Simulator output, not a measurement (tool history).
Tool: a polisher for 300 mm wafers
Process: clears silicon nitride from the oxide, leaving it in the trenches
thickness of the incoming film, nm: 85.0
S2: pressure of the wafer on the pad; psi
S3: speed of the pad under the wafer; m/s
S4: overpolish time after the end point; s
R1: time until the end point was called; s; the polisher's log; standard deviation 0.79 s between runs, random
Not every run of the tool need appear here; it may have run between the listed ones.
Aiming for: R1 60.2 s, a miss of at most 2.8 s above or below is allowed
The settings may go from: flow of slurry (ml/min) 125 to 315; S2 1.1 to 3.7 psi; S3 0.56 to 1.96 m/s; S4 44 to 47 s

Run 1, hour 0: flow of slurry (ml/min) 205, S2 2.4 psi, S3 1.26 m/s, S4 44 s. Result: R1 81.56 s.
Run 2, hour 2.9: flow of slurry (ml/min) 205, S2 2.5 psi, S3 1.26 m/s, S4 44 s. Result: R1 81.934 s.
Run 3, hour 5.6: flow of slurry (ml/min) 225, S2 2.5 psi, S3 1.26 m/s, S4 44 s. Result: R1 77.049 s.
Run 4, hour 7.6: flow of slurry (ml/min) 225, S2 1.9 psi, S3 1.26 m/s, S4 44 s. Result: R1 103.84 s.
Run 5, hour 16: flow of slurry (ml/min) 180, S2 1.9 psi, S3 1.26 m/s, S4 44 s. Result: R1 105.39 s.
Run 6, hour 17.4: flow of slurry (ml/min) 150, S2 1.9 psi, S3 1.26 m/s, S4 44 s. Result: R1 107.33 s.
Run 7, hour 18.8: flow of slurry (ml/min) 150, S2 2.1 psi, S3 1.26 m/s, S4 44 s. Result: R1 99.19 s.
Run 8, hour 25.5: flow of slurry (ml/min) 150, S2 2.2 psi, S3 1.26 m/s, S4 44 s. Result: R1 93.936 s.
Run 9, hour 33: flow of slurry (ml/min) 150, S2 2.3 psi, S3 1.26 m/s, S4 44 s. Result: R1 88.577 s.
Run 10, hour 39.6: flow of slurry (ml/min) 150, S2 2.4 psi, S3 1.26 m/s, S4 44 s. Result: R1 84.755 s.
Run 11, hour 40.6: flow of slurry (ml/min) 150, S2 2.5 psi, S3 1.26 m/s, S4 44 s. Result: R1 81.198 s.
Run 12, hour 41.6: flow of slurry (ml/min) 150, S2 2.5 psi, S3 1.26 m/s, S4 44 s. Result: R1 82.502 s.
Run 13, hour 47.1: flow of slurry (ml/min) 150, S2 2.6 psi, S3 1.26 m/s, S4 44 s. Result: R1 78.803 s.
Run 14, hour 49.9: flow of slurry (ml/min) 150, S2 3.2 psi, S3 1.28 m/s, S4 44 s. Result: R1 63.961 s.

Which single option among these 4 for the next run brings every result within its allowed miss of target? Just one does.
Run A, hour 52.7: flow of slurry (ml/min) 190, S2 2.6 psi, S3 1.38 m/s, S4 44 s. Result: R1 ?.
Run B, hour 52.7: flow of slurry (ml/min) 180, S2 3.6 psi, S3 1.32 m/s, S4 44 s. Result: R1 ?.
Run C, hour 52.7: flow of slurry (ml/min) 200, S2 3.1 psi, S3 1.18 m/s, S4 47 s. Result: R1 ?.
Run D, hour 52.7: flow of slurry (ml/min) 165, S2 3.2 psi, S3 1.34 m/s, S4 44 s. Result: R1 ?.

move      R1
   A  72.069
   B  54.935
   C  69.783
   D  61.316
A: lands further from the targets than the last run did
B: the result that was furthest off in the last run now lies on the other side of its target
C: lands further from the targets than the last run did
D: hits every target within its allowed miss
D is the move that brings every result within its allowed miss.
